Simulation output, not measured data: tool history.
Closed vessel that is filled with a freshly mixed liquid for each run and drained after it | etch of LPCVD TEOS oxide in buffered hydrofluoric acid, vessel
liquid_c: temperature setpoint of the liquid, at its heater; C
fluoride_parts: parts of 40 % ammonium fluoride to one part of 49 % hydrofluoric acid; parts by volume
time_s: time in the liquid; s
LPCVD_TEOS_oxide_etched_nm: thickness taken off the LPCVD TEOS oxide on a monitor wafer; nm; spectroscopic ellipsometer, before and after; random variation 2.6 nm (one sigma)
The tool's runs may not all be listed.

run,hour,liquid_c,fluoride_parts,time_s,LPCVD_TEOS_oxide_etched_nm
1,0.0,21.0,15.0,105,235.58
2,7.4,19.0,15.0,105,212.57
3,10.7,17.0,15.0,105,188.08
4,15.6,17.0,12.0,105,233.46
5,18.7,20.0,12.0,105,281.83
6,23.7,20.5,12.0,105,285.91

Run 7 comes next. What will it give?
7,32.6,24.5,12.0,105,?

Run 7 gave LPCVD_TEOS_oxide_etched_nm 353.77 nm.

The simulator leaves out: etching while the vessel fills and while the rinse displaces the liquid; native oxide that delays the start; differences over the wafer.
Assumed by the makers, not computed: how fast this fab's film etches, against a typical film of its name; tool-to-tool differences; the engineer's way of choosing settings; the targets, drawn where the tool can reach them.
